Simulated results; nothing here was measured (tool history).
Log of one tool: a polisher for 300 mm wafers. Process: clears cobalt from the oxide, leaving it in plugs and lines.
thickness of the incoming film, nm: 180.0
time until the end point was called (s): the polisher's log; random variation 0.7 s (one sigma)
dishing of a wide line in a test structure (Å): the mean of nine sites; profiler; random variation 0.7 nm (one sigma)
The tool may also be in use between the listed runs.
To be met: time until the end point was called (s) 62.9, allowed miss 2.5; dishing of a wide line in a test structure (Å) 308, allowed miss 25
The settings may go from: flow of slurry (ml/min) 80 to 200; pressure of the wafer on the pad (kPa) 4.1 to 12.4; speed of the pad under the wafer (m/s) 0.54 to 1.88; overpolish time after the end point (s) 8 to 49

run	hour	flow of slurry (ml/min)	pressure of the wafer on the pad (kPa)	speed of the pad under the wafer (m/s)	overpolish time after the end point (s)	time until the end point was called (s)	dishing of a wide line in a test structure (Å)
1	0	130	8.3	1.2	25	48.404	296.79
2	1.4	120	8.3	1.2	25	49.866	301.95
3	7.8	115	8.3	1.2	26	50.325	315.29
4	14.3	115	8.3	1.2	22	50.184	286.99
5	20.9	115	6.2	1.2	22	65.401	260.74
6	26.4	115	6.2	1.2	24	67.071	284.52
7	31.4	115	6.2	1.2	25	66.708	274.99
# hour 39: slurry nozzle cleaned
8	39	115	6.2	1.2	26	58.866	285.09

4 next moves are on the table. One of them brings every result within its allowed miss. Which?
A	46.6	120	6.2	1.32	27	?	?
B	46.6	130	6.9	1.14	20	?	?
C	46.6	95	6.2	1.18	35	?	?
D	46.6	130	6.2	1.18	28	?	?

move	time until the end point was called (s)	dishing of a wide line in a test structure (Å)
A	54.164	303.73
B	55.451	278.62
C	64.109	309.76
D	59.352	300.85
A: further off than the last run
B: further off than the last run
C: meets every target
D: nearer than the last run, and not there yet
Answer: C
